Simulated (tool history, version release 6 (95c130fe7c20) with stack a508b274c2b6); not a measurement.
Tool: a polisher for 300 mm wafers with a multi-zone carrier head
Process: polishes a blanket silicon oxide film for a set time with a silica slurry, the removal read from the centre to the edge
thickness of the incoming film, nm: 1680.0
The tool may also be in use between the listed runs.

run	hour	flow of slurry (ml/min)	pressure of the head's centre zone	pressure of the head's middle zone	pressure of the head's edge zone	abrasive content of the slurry	polishing time (s)	film removed at the wafer's centre (Å)	film removed at mid-radius (Å)	film removed at the wafer's edge (Å)
1	0	315	1	1	1	1	59	2388.8	2325.1	2241.5
2	0.7	315	1	1	1	1	52	2073.7	2078.9	2012.3
3	6.1	315	0.96	1.02	1.05	1.15	53	2166.8	2236.2	2240.5
4	11.6	315	0.96	1.1	1.05	1.15	53	2151.1	2405.6	2195.5
5	15.3	320	0.94	1.1	1.09	1.25	54	2226.2	2559.9	2439.9
6	23.5	335	0.94	1.11	1.12	1.3	54	2268	2606.2	2491.9

The next listed run, before its measurement:
7	31.5	330	0.93	1.11	1.13	1.35	55	?	?	?

film removed at the wafer's centre (Å): 2317.4
film removed at mid-radius (Å): 2706.8
film removed at the wafer's edge (Å): 2592.7

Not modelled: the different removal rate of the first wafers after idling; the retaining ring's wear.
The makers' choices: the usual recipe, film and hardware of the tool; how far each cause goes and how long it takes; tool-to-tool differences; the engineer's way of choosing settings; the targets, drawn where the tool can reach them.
